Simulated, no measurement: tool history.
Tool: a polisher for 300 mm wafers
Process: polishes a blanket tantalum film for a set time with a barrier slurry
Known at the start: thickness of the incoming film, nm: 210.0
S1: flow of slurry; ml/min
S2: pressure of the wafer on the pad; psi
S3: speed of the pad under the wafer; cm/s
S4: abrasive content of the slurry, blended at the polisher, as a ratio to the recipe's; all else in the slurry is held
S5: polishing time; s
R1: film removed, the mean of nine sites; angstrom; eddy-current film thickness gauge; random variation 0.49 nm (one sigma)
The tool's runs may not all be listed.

run	hour	S1	S2	S3	S4	S5	R1
1	0	260	1.8	124	1	23	454.22
2	1.3	260	1.8	144	1	23	491.03
3	7.4	260	1.8	118	1	23	424.91
4	16.3	260	2.2	118	1	23	506.05
5	17.7	260	2.2	118	0.85	23	484.4
6	24.3	220	2.2	118	0.85	23	466.11
7	27.4	220	2.1	118	0.85	23	448.81
8	29.9	220	2	118	0.85	23	431.82
9	37.5	220	1.9	118	0.85	23	404.99

Forecast run 10:
10	45	215	1.7	116	0.85	23	?

R1: 368.57 angstrom
